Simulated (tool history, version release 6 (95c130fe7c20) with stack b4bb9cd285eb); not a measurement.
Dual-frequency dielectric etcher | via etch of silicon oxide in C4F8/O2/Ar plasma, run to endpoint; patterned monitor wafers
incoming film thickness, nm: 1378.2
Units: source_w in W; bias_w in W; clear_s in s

run 1 day=0 | source_w=2140 bias_w=2470 | clear_s=270.56
run 2 day=0.208 | source_w=2140 bias_w=2881 | clear_s=258.82
run 3 day=0.467 | source_w=1900 bias_w=2763 | clear_s=273.91
run 4 day=0.608 | source_w=1900 bias_w=2601 | clear_s=278.08
run 5 day=0.762 | source_w=1740 bias_w=2538 | clear_s=288.4
run 6 day=0.992 | source_w=1630 bias_w=2502 | clear_s=297.43

Forecast run 7:
run 7 day=1.167 | source_w=1570 bias_w=2484 | clear_s=?

Run 7 gave clear_s 298.94 s.
